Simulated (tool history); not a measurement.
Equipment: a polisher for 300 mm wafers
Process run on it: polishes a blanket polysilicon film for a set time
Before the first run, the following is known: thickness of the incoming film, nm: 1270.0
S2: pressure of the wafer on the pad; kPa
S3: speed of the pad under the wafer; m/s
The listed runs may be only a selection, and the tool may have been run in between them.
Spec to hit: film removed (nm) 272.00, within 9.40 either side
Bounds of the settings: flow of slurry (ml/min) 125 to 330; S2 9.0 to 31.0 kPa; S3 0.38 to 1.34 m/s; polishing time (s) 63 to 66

run 1 day=0.000 | flow_of_slurry_(ml/min)=210 S2=20.0 S3=0.86 polishing_time_(s)=63 | film_removed_(nm)=397.99
run 2 day=0.183 | flow_of_slurry_(ml/min)=210 S2=18.6 S3=0.86 polishing_time_(s)=63 | film_removed_(nm)=361.67
run 3 day=0.433 | flow_of_slurry_(ml/min)=210 S2=17.9 S3=0.86 polishing_time_(s)=63 | film_removed_(nm)=360.94
run 4 day=0.738 | flow_of_slurry_(ml/min)=210 S2=17.9 S3=0.86 polishing_time_(s)=63 | film_removed_(nm)=357.72
run 5 day=1.071 | flow_of_slurry_(ml/min)=210 S2=21.4 S3=0.86 polishing_time_(s)=63 | film_removed_(nm)=419.51
run 6 day=1.162 | flow_of_slurry_(ml/min)=210 S2=20.0 S3=0.86 polishing_time_(s)=63 | film_removed_(nm)=391.93
run 7 day=1.500 | flow_of_slurry_(ml/min)=210 S2=18.6 S3=0.86 polishing_time_(s)=63 | film_removed_(nm)=367.34
run 8 day=1.775 | flow_of_slurry_(ml/min)=210 S2=17.2 S3=0.86 polishing_time_(s)=63 | film_removed_(nm)=339.41
run 9 day=1.946 | flow_of_slurry_(ml/min)=210 S2=16.5 S3=0.86 polishing_time_(s)=63 | film_removed_(nm)=334.21
run 10 day=2.042 | flow_of_slurry_(ml/min)=210 S2=15.9 S3=0.86 polishing_time_(s)=63 | film_removed_(nm)=311.73
run 11 day=2.125 | flow_of_slurry_(ml/min)=210 S2=15.2 S3=0.86 polishing_time_(s)=63 | film_removed_(nm)=305.00
run 12 day=2.429 | flow_of_slurry_(ml/min)=210 S2=14.5 S3=0.86 polishing_time_(s)=63 | film_removed_(nm)=292.14

Which of these 4 next moves meets every target?
run A day=2.733 | flow_of_slurry_(ml/min)=205 S2=10.3 S3=1.04 polishing_time_(s)=63 | film_removed_(nm)=?
run B day=2.733 | flow_of_slurry_(ml/min)=245 S2=11.7 S3=0.88 polishing_time_(s)=65 | film_removed_(nm)=?
run C day=2.733 | flow_of_slurry_(ml/min)=205 S2=13.1 S3=0.86 polishing_time_(s)=66 | film_removed_(nm)=?
run D day=2.733 | flow_of_slurry_(ml/min)=195 S2=14.5 S3=0.76 polishing_time_(s)=63 | film_removed_(nm)=?

move=A film_removed_(nm)=247.34
move=B film_removed_(nm)=249.37
move=C film_removed_(nm)=269.59
move=D film_removed_(nm)=249.63
A: takes the result that was furthest off past its target
B: takes the result that was furthest off past its target
C: all results in spec
D: takes the result that was furthest off past its target
C is the move that brings every result within its allowed miss.

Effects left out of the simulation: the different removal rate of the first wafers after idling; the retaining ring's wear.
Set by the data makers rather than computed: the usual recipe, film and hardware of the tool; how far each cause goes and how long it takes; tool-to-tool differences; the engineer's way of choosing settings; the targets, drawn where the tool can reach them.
